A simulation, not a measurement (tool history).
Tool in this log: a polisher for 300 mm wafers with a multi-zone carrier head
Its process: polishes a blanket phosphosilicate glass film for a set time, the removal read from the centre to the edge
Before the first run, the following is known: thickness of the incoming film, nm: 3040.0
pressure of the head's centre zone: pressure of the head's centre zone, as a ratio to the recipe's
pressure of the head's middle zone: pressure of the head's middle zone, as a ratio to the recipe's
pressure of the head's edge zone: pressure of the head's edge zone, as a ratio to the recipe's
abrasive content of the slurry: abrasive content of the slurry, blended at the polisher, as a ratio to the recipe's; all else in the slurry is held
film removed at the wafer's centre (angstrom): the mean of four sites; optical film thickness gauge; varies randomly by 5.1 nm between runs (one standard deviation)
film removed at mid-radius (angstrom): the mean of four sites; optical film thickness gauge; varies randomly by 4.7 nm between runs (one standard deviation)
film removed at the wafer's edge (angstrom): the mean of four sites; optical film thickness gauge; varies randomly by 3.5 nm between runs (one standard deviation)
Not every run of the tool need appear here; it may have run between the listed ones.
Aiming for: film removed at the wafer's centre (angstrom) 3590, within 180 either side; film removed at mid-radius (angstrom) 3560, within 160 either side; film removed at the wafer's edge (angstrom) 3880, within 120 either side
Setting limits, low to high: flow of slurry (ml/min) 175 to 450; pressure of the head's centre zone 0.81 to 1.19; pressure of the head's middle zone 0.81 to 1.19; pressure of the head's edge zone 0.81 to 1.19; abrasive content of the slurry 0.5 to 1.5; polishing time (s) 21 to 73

run	hour	flow of slurry (ml/min)	pressure of the head's centre zone	pressure of the head's middle zone	pressure of the head's edge zone	abrasive content of the slurry	polishing time (s)	film removed at the wafer's centre (angstrom)	film removed at mid-radius (angstrom)	film removed at the wafer's edge (angstrom)
1	0	290	1	1	1	1	47	5092.8	5151.4	5180.3
2	6.6	290	0.99	0.98	0.99	0.95	47	4803.3	4832.7	4995
3	7.2	290	0.99	0.98	0.99	1.15	47	5187.5	5292.2	5410.3
4	14.4	290	0.98	0.97	0.98	1.1	47	5161	5189.7	5279.3
5	15.8	220	0.98	0.97	0.98	1.1	47	4975.1	5038.4	5181.8
6	22.9	220	0.98	0.89	0.98	1.1	47	5007.8	4596.2	5127
7	31	220	0.97	0.89	0.97	1.05	47	4833	4588.8	5060.8
8	33.4	220	0.97	0.89	0.96	1	47	4708.4	4399.4	4934.7
9	38.1	220	0.97	0.9	0.95	0.95	47	4703.6	4441.1	4809.3
10	41.5	220	0.96	0.9	0.94	0.9	47	4563.7	4327.6	4726.2
11	43.1	220	0.95	0.9	0.93	0.85	47	4243.3	4185	4482.6
12	44.8	220	0.94	0.89	0.92	0.85	47	4312.4	4118.2	4514.2
13	51.4	220	0.93	0.89	0.91	0.8	47	4034.8	4011.1	4285.4
14	54.4	220	0.92	0.88	0.9	0.8	47	4066.4	4019.3	4310.5
15	62.2	220	0.91	0.87	0.89	0.8	47	4024.2	3976.2	4298.4
16	70.5	215	0.88	0.84	0.85	0.6	47	3320.9	3190.1	3635.5
17	71.4	215	0.88	0.85	0.86	0.6	47	3339.5	3312	3694.6

Below are 4 possible settings for the next run. Only one of them brings all results inside the allowed miss of their targets. Which is it?
A	72.3	180	0.89	0.84	0.81	0.6	52	?	?	?
B	72.3	235	0.83	0.85	0.82	0.9	44	?	?	?
C	72.3	220	0.88	0.9	0.84	0.55	48	?	?	?
D	72.3	235	0.95	0.92	0.83	0.75	45	?	?	?

move	film removed at the wafer's centre (angstrom)	film removed at mid-radius (angstrom)	film removed at the wafer's edge (angstrom)
A	3571.2	3578.6	3877.9
B	3635.4	3927.3	4181.8
C	3231.2	3451.2	3543.6
D	3903.5	3924.5	3930
A: in spec on every target
B: the result that was furthest off in the last run now lies on the other side of its target
C: meets the target for the result that was furthest off, but another lies outside its allowed miss
D: the result that was furthest off in the last run now lies on the other side of its target
Move A is the one to make.

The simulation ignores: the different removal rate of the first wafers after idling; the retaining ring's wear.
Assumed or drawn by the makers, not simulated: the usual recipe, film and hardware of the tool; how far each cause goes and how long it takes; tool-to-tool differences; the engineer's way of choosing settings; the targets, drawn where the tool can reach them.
